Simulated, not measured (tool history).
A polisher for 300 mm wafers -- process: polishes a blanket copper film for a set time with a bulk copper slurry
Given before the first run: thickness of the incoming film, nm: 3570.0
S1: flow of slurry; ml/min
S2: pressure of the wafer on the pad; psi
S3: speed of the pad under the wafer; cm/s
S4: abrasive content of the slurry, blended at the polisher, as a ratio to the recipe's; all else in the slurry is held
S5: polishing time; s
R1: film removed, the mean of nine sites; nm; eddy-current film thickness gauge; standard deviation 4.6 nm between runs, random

| run | day | S1 | S2 | S3 | S4 | S5 | R1 |
|---|---|---|---|---|---|---|---|
| 1 | 0.000 | 120 | 1.7 | 138 | 1.0 | 39 | 314.83 |
| 2 | 0.171 | 130 | 1.9 | 138 | 1.0 | 39 | 357.17 |
| 3 | 0.225 | 135 | 2.1 | 138 | 1.0 | 39 | 387.68 |
| 4 | 0.317 | 135 | 2.3 | 138 | 1.0 | 39 | 420.75 |
| 5 | 0.371 | 135 | 2.4 | 138 | 1.0 | 39 | 439.44 |
| 6 | 0.738 | 140 | 2.5 | 138 | 1.0 | 39 | 457.23 |
| 7 | 0.767 | 140 | 2.6 | 138 | 1.0 | 39 | 474.58 |
| 8 | 1.029 | 140 | 2.6 | 138 | 1.0 | 39 | 468.83 |

Expected results for the next run?
| 9 | 1.058 | 145 | 2.6 | 140 | 1.0 | 39 | ? |

Run 9 gave R1 473.49 nm.
